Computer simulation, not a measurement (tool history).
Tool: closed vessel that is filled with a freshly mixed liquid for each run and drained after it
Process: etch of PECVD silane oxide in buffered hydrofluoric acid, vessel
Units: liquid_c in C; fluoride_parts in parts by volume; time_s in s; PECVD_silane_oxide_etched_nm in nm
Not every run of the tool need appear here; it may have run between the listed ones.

run 1 hour=0.0 | liquid_c=23.0 fluoride_parts=12.5 time_s=95 | PECVD_silane_oxide_etched_nm=140.28
run 2 hour=5.1 | liquid_c=23.0 fluoride_parts=12.5 time_s=95 | PECVD_silane_oxide_etched_nm=138.73
run 3 hour=6.7 | liquid_c=23.0 fluoride_parts=9.0 time_s=95 | PECVD_silane_oxide_etched_nm=184.91
run 4 hour=11.5 | liquid_c=23.0 fluoride_parts=11.0 time_s=95 | PECVD_silane_oxide_etched_nm=158.10
run 5 hour=20.4 | liquid_c=24.5 fluoride_parts=11.0 time_s=95 | PECVD_silane_oxide_etched_nm=172.33
run 6 hour=27.0 | liquid_c=24.5 fluoride_parts=9.5 time_s=95 | PECVD_silane_oxide_etched_nm=195.02

What will run 7 give?
run 7 hour=34.6 | liquid_c=25.5 fluoride_parts=9.5 time_s=95 | PECVD_silane_oxide_etched_nm=?

{"run 7": {"PECVD_silane_oxide_etched_nm": 204.21}}
